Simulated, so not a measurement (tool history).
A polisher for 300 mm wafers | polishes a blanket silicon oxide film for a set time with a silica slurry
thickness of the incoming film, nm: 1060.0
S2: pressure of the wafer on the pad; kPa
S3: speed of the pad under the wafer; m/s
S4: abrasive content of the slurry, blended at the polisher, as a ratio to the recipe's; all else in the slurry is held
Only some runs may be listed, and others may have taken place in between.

run 1 hour=0.0 | flow_of_slurry_(ml/min)=210 S2=19.3 S3=1.50 S4=1.00 polishing_time_(s)=54 | film_removed_(Å)=1809.4
run 2 hour=6.2 | flow_of_slurry_(ml/min)=210 S2=20.0 S3=1.50 S4=1.00 polishing_time_(s)=54 | film_removed_(Å)=1882.9
run 3 hour=8.2 | flow_of_slurry_(ml/min)=210 S2=20.0 S3=1.50 S4=1.00 polishing_time_(s)=54 | film_removed_(Å)=1853.2
run 4 hour=11.7 | flow_of_slurry_(ml/min)=210 S2=20.7 S3=1.50 S4=1.00 polishing_time_(s)=54 | film_removed_(Å)=1907.9
run 5 hour=17.0 | flow_of_slurry_(ml/min)=175 S2=20.7 S3=1.50 S4=1.00 polishing_time_(s)=54 | film_removed_(Å)=1869.5
run 6 hour=25.7 | flow_of_slurry_(ml/min)=175 S2=20.7 S3=1.50 S4=0.85 polishing_time_(s)=54 | film_removed_(Å)=1757.7
run 7 hour=32.9 | flow_of_slurry_(ml/min)=175 S2=21.4 S3=1.50 S4=0.85 polishing_time_(s)=54 | film_removed_(Å)=1813.5

The next listed run, before its measurement:
run 8 hour=40.8 | flow_of_slurry_(ml/min)=175 S2=22.1 S3=1.50 S4=0.85 polishing_time_(s)=54 | film_removed_(Å)=?

{"run 8": {"film removed (Å)": 1873.9}}

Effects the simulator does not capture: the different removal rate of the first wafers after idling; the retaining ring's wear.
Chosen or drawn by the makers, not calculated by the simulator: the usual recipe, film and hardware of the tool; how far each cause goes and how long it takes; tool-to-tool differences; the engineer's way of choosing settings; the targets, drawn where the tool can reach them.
